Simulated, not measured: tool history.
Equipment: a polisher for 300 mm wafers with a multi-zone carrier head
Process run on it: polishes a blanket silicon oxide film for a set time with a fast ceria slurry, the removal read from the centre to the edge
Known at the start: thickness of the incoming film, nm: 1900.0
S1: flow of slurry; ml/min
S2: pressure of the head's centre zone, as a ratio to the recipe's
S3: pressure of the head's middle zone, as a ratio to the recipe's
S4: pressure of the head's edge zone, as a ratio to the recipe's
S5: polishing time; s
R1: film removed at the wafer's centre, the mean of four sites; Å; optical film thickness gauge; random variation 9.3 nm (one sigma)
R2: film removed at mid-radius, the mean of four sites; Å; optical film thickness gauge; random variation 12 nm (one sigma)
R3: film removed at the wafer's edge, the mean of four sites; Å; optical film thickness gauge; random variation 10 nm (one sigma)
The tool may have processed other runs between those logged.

Run 1, hour 0.0: S1 145 ml/min, S2 1.00, S3 1.00, S4 1.00, S5 43 s. Result: R1 7867.0 Å, R2 7957.1 Å, R3 7816.0 Å.
Run 2, hour 2.0: S1 145 ml/min, S2 1.00, S3 1.07, S4 1.00, S5 43 s. Result: R1 7919.7 Å, R2 8192.9 Å, R3 7786.7 Å.
Run 3, hour 9.8: S1 145 ml/min, S2 1.00, S3 1.07, S4 1.08, S5 43 s. Result: R1 7788.2 Å, R2 8269.7 Å, R3 8077.6 Å.
Run 4, hour 12.4: S1 155 ml/min, S2 0.99, S3 1.02, S4 1.11, S5 45 s. Result: R1 8170.1 Å, R2 8161.8 Å, R3 8609.5 Å.
Run 5, hour 16.0: S1 155 ml/min, S2 0.99, S3 1.02, S4 1.17, S5 45 s. Result: R1 8325.8 Å, R2 8670.1 Å, R3 9004.1 Å.
Run 6, hour 19.7: S1 160 ml/min, S2 0.97, S3 0.99, S4 1.18, S5 46 s. Result: R1 8291.2 Å, R2 8392.2 Å, R3 9213.8 Å.
Run 7, hour 28.0: S1 165 ml/min, S2 0.96, S3 0.98, S4 1.18, S5 47 s. Result: R1 8588.2 Å, R2 8613.4 Å, R3 9453.1 Å.
Run 8, hour 36.4: S1 165 ml/min, S2 0.95, S3 0.97, S4 1.18, S5 48 s. Result: R1 8560.9 Å, R2 8874.6 Å, R3 9666.3 Å.

What does the tool deliver on the next run?
Run 9, hour 41.6: S1 165 ml/min, S2 0.95, S3 0.95, S4 1.18, S5 49 s. Result: R1 ?, R2 ?, R3 ?.

R1: 8556.5 Å
R2: 8641.5 Å
R3: 9750.3 Å
